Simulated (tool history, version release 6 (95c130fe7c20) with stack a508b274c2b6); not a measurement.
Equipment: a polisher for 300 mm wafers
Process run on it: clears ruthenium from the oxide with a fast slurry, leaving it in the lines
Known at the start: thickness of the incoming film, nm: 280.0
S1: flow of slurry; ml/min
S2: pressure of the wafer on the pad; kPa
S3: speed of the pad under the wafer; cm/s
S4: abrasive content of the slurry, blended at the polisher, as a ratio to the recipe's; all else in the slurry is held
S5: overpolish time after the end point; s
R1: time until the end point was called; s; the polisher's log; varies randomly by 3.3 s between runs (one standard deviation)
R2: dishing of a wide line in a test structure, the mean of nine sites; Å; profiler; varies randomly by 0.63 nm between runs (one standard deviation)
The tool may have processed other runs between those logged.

{"run": 1, "hour": 0.0, "S1": 190, "S2": 11.0, "S3": 124, "S4": 1.0, "S5": 28, "R1": 84.529, "R2": 575.35}
{"run": 2, "hour": 4.3, "S1": 190, "S2": 9.7, "S3": 112, "S4": 1.0, "S5": 31, "R1": 107.08, "R2": 511.92}
{"run": 3, "hour": 4.9, "S1": 190, "S2": 9.7, "S3": 136, "S4": 1.0, "S5": 31, "R1": 89.427, "R2": 591.29}
{"run": 4, "hour": 9.6, "S1": 190, "S2": 9.7, "S3": 136, "S4": 1.0, "S5": 42, "R1": 87.438, "R2": 691.51}
{"run": 5, "hour": 15.4, "S1": 190, "S2": 8.3, "S3": 122, "S4": 1.0, "S5": 43, "R1": 110.4, "R2": 610.76}
{"run": 6, "hour": 19.8, "S1": 225, "S2": 8.3, "S3": 122, "S4": 1.0, "S5": 43, "R1": 107.84, "R2": 621.81}
{"run": 7, "hour": 22.4, "S1": 225, "S2": 7.6, "S3": 110, "S4": 1.0, "S5": 44, "R1": 130.2, "R2": 564.37}
{"run": 8, "hour": 30.0, "S1": 220, "S2": 4.8, "S3": 74, "S4": 0.95, "S5": 45, "R1": 296.86, "R2": 301.37}
{"run": 9, "hour": 34.8, "S1": 225, "S2": 5.5, "S3": 74, "S4": 0.95, "S5": 46, "R1": 263.01, "R2": 351.79}
{"run": 10, "hour": 43.4, "S1": 225, "S2": 5.5, "S3": 74, "S4": 0.95, "S5": 46, "R1": 261.4, "R2": 344.26}

Run 11, settings as shown, results not yet in. Your forecast:
{"run": 11, "hour": 50.3, "S1": 225, "S2": 6.9, "S3": 74, "S4": 0.95, "S5": 49, "R1": "?", "R2": "?"}

Run 11 came out at R1 211.090 s, R2 439.28 Å.
